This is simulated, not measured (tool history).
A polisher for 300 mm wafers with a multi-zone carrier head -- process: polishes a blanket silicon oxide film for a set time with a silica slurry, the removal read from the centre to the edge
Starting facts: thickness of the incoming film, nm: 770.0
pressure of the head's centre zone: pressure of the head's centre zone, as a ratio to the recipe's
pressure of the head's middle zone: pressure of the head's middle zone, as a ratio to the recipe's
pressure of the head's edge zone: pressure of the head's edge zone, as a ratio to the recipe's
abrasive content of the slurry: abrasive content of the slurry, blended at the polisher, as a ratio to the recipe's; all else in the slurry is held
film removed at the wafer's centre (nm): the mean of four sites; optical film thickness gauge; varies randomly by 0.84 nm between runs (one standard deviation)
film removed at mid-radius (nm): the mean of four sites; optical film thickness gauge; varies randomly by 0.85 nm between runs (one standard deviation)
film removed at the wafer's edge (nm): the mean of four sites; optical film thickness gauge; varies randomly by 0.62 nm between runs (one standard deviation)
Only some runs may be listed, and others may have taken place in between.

run	day	flow of slurry (ml/min)	pressure of the head's centre zone	pressure of the head's middle zone	pressure of the head's edge zone	abrasive content of the slurry	polishing time (s)	film removed at the wafer's centre (nm)	film removed at mid-radius (nm)	film removed at the wafer's edge (nm)
1	0.000	220	1.00	1.00	1.00	1.0	37	101.660	103.560	100.50
2	0.129	210	0.99	0.98	1.01	1.0	37	100.880	102.940	100.69
3	0.204	205	0.97	0.95	1.02	1.0	37	99.991	98.461	102.40
4	0.375	205	0.97	0.95	1.02	1.1	37	99.789	102.890	105.24
5	0.625	200	0.96	0.94	1.01	1.1	37	99.978	100.900	104.87
6	0.975	200	0.96	0.94	0.95	1.1	37	99.919	100.770	102.83

Run 7 is up next; what results do you expect?
7	1.054	195	0.95	0.93	0.94	1.1	37	?	?	?

{"run 7": {"film removed at the wafer's centre (nm)": 100.39, "film removed at mid-radius (nm)": 100.6, "film removed at the wafer's edge (nm)": 101.33}}
